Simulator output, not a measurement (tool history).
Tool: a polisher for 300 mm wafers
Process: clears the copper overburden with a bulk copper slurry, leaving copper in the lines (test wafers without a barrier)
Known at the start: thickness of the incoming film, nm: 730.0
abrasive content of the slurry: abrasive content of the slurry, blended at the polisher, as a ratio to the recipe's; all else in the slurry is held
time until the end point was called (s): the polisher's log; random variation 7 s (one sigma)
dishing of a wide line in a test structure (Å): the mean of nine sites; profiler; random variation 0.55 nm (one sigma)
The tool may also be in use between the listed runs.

run	hour	flow of slurry (ml/min)	pressure of the wafer on the pad (kPa)	speed of the pad under the wafer (m/s)	abrasive content of the slurry	overpolish time after the end point (s)	time until the end point was called (s)	dishing of a wide line in a test structure (Å)
1	0.0	275	12.4	0.94	1.0	29	161.89	702.28
2	4.2	275	12.4	0.94	1.0	19	166.52	531.09
3	5.4	275	11.7	0.90	1.0	21	182.37	522.33
4	10.4	275	11.0	0.88	1.0	23	192.33	538.90
5	11.6	275	11.0	0.88	1.2	23	182.51	553.75
6	19.4	275	11.0	1.04	1.2	23	158.88	604.40
7	25.7	260	7.6	0.78	1.1	37	292.21	505.21

Run 8 comes next. What will it give?
8	33.4	260	7.6	0.78	1.1	38	?	?

{"run 8": {"time until the end point was called (s)": 300.22, "dishing of a wide line in a test structure (Å)": 524.41}}
